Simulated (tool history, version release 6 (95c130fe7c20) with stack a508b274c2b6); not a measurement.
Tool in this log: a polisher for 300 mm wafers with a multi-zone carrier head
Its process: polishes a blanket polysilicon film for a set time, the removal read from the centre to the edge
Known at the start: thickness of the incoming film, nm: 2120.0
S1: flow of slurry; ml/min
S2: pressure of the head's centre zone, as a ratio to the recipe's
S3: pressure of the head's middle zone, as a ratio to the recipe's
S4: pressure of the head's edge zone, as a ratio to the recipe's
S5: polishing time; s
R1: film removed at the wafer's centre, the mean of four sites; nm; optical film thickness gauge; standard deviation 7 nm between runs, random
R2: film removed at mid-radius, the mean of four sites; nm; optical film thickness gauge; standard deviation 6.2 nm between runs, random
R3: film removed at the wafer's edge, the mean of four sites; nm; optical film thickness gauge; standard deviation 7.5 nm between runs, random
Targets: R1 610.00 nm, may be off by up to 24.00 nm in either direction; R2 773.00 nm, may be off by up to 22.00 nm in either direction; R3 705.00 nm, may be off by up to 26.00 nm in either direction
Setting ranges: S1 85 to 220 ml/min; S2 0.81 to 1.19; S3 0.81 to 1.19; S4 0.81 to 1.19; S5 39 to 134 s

run,hour,S1,S2,S3,S4,S5,R1,R2,R3
1,0.0,140,1.00,1.00,1.00,86,462.88,464.62,460.77
2,8.9,140,1.00,1.09,1.00,86,467.22,499.08,472.60
3,14.4,155,0.97,1.12,1.02,93,494.17,564.53,516.08
4,17.6,155,0.90,1.12,1.02,93,457.53,568.22,522.54
5,22.5,155,0.90,1.12,1.02,73,359.37,445.37,405.39
6,23.1,155,0.95,1.12,1.02,73,382.11,443.91,406.62
7,31.7,160,0.94,1.14,1.05,84,433.71,520.71,469.78
8,34.9,160,0.93,1.14,1.07,93,479.95,584.13,535.93

Pick the move, out of 4, that brings all results within their allowed miss; only one does.
A,38.1,160,0.91,1.18,1.10,120,?,?,?
B,38.1,145,0.86,1.03,1.11,117,?,?,?
C,38.1,135,0.94,1.07,1.08,83,?,?,?
D,38.1,165,0.97,1.07,1.19,126,?,?,?

move,R1,R2,R3
A,603.63,764.20,702.65
B,542.99,650.31,679.85
C,413.93,468.84,470.07
D,679.84,741.65,772.66
A: meets every target
B: better than the last run, though not everything is in spec
C: its largest miss is bigger than the last run's
D: better than the last run, though not everything is in spec
Go with A: it meets all targets.
